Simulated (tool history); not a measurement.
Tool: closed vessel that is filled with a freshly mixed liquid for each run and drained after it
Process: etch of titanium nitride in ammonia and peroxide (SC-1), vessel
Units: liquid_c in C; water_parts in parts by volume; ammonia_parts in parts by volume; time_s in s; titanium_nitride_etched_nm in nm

run 1 hour=0.0 | liquid_c=48.0 water_parts=14.0 ammonia_parts=0.7 time_s=330 | titanium_nitride_etched_nm=8.8784
run 2 hour=8.7 | liquid_c=52.5 water_parts=14.0 ammonia_parts=0.7 time_s=330 | titanium_nitride_etched_nm=12.1590
run 3 hour=15.1 | liquid_c=52.5 water_parts=9.5 ammonia_parts=0.7 time_s=330 | titanium_nitride_etched_nm=15.2630
run 4 hour=22.5 | liquid_c=49.5 water_parts=9.5 ammonia_parts=0.7 time_s=330 | titanium_nitride_etched_nm=12.3290
run 5 hour=26.9 | liquid_c=56.0 water_parts=9.5 ammonia_parts=0.7 time_s=330 | titanium_nitride_etched_nm=19.4910
run 6 hour=33.7 | liquid_c=52.0 water_parts=9.5 ammonia_parts=0.7 time_s=330 | titanium_nitride_etched_nm=14.5770
run 7 hour=42.6 | liquid_c=49.0 water_parts=9.5 ammonia_parts=0.7 time_s=330 | titanium_nitride_etched_nm=11.9680
run 8 hour=48.0 | liquid_c=47.0 water_parts=9.5 ammonia_parts=0.7 time_s=330 | titanium_nitride_etched_nm=10.3360

The next listed run, before its measurement:
run 9 hour=49.5 | liquid_c=45.5 water_parts=9.5 ammonia_parts=0.7 time_s=330 | titanium_nitride_etched_nm=?

Run 9 gave titanium_nitride_etched_nm 9.0874 nm.
